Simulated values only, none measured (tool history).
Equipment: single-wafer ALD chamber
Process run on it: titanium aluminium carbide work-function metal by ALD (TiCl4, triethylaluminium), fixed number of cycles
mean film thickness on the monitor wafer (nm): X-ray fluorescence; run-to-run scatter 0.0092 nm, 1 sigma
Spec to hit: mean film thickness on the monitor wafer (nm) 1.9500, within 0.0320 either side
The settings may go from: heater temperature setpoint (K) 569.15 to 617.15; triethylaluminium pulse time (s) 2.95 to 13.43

run	hour	heater temperature setpoint (K)	triethylaluminium pulse time (s)	mean film thickness on the monitor wafer (nm)
1	0.0	593.15	8.19	2.2096
2	3.7	591.15	7.93	2.2006
3	9.1	582.15	7.93	2.1041
4	15.1	582.15	6.00	1.9126
5	17.0	575.15	6.00	1.8484
6	19.2	576.15	6.03	1.8776
7	24.7	576.15	6.03	1.8732
8	25.9	577.15	6.05	1.9039
9	30.2	578.15	6.07	1.8914

Exactly one of the 4 candidate moves below puts every result within its allowed miss. Which one?
A	34.5	579.15	7.13	?
B	34.5	587.15	5.95	?
C	34.5	585.15	6.50	?
D	34.5	576.15	7.65	?

move	mean film thickness on the monitor wafer (nm)
A	2.0145
B	1.9376
C	1.9959
D	2.0320
A: takes the biggest miss from the last run beyond its target
B: each result inside its tolerance
C: takes the biggest miss from the last run beyond its target
D: takes the biggest miss from the last run beyond its target
Go with B: it meets all targets.
